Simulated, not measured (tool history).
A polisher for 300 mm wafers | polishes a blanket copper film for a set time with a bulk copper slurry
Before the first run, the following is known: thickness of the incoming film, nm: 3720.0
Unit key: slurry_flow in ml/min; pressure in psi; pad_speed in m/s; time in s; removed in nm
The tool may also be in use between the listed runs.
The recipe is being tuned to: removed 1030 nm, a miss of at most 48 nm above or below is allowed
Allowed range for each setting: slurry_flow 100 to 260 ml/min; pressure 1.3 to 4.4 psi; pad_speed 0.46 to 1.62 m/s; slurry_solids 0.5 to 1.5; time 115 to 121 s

run	hour	slurry_flow	pressure	pad_speed	slurry_solids	time	removed
1	0	165	2.8	1.04	1	115	1231.5
2	3.6	165	2.7	1.04	1	115	1178.7
3	6.2	165	2.7	1.26	1	115	1475.9
4	14.4	185	2.7	1.26	1	115	1447.1
5	23	185	2.7	1.26	1.15	115	1481
6	30.9	185	2.7	1.26	1.15	115	1515.6
7	35.3	185	2.4	1.26	1.15	115	1342.7
8	39	185	2.2	1.26	1.15	115	1255
9	41.3	185	2	1.26	1.15	115	1091.5

Exactly one of the 5 candidate moves below puts every result within its allowed miss. Which one?
A	43.6	180	2	1.24	1.2	121	?
B	43.6	170	2.2	1.3	1.15	121	?
C	43.6	180	1.8	1.32	1.45	119	?
D	43.6	210	1.9	1.34	1.15	115	?
E	43.6	185	2	1.08	1.2	120	?

move	removed
A	1162.2
B	1311.7
C	1138.3
D	1150
E	1011.8
A: lands further from the targets than the last run did
B: lands further from the targets than the last run did
C: lands further from the targets than the last run did
D: lands further from the targets than the last run did
E: each result inside its tolerance
The right move is E.
